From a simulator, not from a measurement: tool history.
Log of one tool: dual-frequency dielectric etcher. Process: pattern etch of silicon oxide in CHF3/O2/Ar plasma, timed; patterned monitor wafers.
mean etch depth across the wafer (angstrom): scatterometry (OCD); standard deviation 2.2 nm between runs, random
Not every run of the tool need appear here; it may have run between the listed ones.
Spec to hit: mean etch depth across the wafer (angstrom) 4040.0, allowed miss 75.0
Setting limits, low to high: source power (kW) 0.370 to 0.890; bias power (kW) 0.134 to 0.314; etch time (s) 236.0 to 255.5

run,day,source power (kW),bias power (kW),etch time (s),mean etch depth across the wafer (angstrom)
1,0.000,0.630,0.224,255.5,5530.2
2,0.050,0.630,0.224,255.5,5578.5
3,0.367,0.600,0.211,253.0,5207.0
4,0.700,0.600,0.228,253.0,5373.4
5,0.842,0.600,0.210,253.0,5211.8
6,1.175,0.510,0.210,253.0,4843.1
7,1.262,0.490,0.204,252.5,4723.7
8,1.488,0.470,0.199,252.0,4512.9
9,1.854,0.470,0.199,252.0,4541.6
10,2.117,0.370,0.157,247.5,3617.3
# day 2.162: bias power generator calibrated
11,2.162,0.390,0.157,247.5,3743.6
12,2.196,0.400,0.157,247.5,3761.4
13,2.492,0.410,0.157,247.5,3845.5
14,2.838,0.420,0.157,247.5,3886.2
15,2.938,0.430,0.157,247.5,3944.5

Exactly one of the 4 candidate moves below puts every result within its allowed miss. Which one?
A,3.038,0.480,0.150,245.0,?
B,3.038,0.440,0.168,252.0,?
C,3.038,0.450,0.172,247.5,?
D,3.038,0.480,0.155,255.5,?

move,mean etch depth across the wafer (angstrom)
A,4024.3
B,4159.4
C,4168.3
D,4252.5
A: each result inside its tolerance
B: pushes the last run's worst result past its target
C: pushes the last run's worst result past its target
D: pushes the last run's worst result past its target
Answer: A

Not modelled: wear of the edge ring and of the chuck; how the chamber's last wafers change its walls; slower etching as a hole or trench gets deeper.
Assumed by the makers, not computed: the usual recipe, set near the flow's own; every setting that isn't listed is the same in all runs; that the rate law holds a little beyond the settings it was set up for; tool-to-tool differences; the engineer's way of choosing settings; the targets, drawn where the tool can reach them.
